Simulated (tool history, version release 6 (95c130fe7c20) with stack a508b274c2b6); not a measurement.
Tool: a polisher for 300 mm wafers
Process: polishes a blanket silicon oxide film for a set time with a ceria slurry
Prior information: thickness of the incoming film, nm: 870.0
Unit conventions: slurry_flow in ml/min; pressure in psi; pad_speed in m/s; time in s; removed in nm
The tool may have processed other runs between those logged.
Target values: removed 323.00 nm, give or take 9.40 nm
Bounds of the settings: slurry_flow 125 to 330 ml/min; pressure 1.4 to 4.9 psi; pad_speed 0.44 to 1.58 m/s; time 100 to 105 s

{"run": 1, "hour": 0.0, "slurry_flow": 210, "pressure": 3.1, "pad_speed": 1.0, "time": 100, "removed": 430.3}
{"run": 2, "hour": 8.9, "slurry_flow": 210, "pressure": 3.1, "pad_speed": 1.0, "time": 105, "removed": 448.47}
{"run": 3, "hour": 14.3, "slurry_flow": 210, "pressure": 3.1, "pad_speed": 1.0, "time": 105, "removed": 448.42}
{"run": 4, "hour": 15.3, "slurry_flow": 210, "pressure": 2.5, "pad_speed": 1.0, "time": 105, "removed": 397.26}
{"run": 5, "hour": 20.9, "slurry_flow": 210, "pressure": 2.4, "pad_speed": 1.0, "time": 105, "removed": 388.25}
{"run": 6, "hour": 29.7, "slurry_flow": 210, "pressure": 2.3, "pad_speed": 1.0, "time": 105, "removed": 377.21}
{"run": 7, "hour": 30.7, "slurry_flow": 210, "pressure": 2.2, "pad_speed": 1.0, "time": 105, "removed": 365.8}
{"run": 8, "hour": 36.7, "slurry_flow": 210, "pressure": 2.1, "pad_speed": 1.0, "time": 105, "removed": 360.23}
{"run": 9, "hour": 41.5, "slurry_flow": 200, "pressure": 1.9, "pad_speed": 1.0, "time": 105, "removed": 343.69}

Consider the 4 candidate settings below. Which is the only one whose results all fall within their allowed miss of target?
{"run": "A", "hour": 46.3, "slurry_flow": 190, "pressure": 2.1, "pad_speed": 1.0, "time": 102, "removed": "?"}
{"run": "B", "hour": 46.3, "slurry_flow": 200, "pressure": 2.3, "pad_speed": 0.98, "time": 103, "removed": "?"}
{"run": "C", "hour": 46.3, "slurry_flow": 285, "pressure": 3.0, "pad_speed": 0.78, "time": 104, "removed": "?"}
{"run": "D", "hour": 46.3, "slurry_flow": 220, "pressure": 1.9, "pad_speed": 1.0, "time": 100, "removed": "?"}

move=A removed=349.98
move=B removed=366.52
move=C removed=366.03
move=D removed=329.57
A: the biggest miss grows against the last run
B: the biggest miss grows against the last run
C: the biggest miss grows against the last run
D: every result lands within tolerance
The right move is D.

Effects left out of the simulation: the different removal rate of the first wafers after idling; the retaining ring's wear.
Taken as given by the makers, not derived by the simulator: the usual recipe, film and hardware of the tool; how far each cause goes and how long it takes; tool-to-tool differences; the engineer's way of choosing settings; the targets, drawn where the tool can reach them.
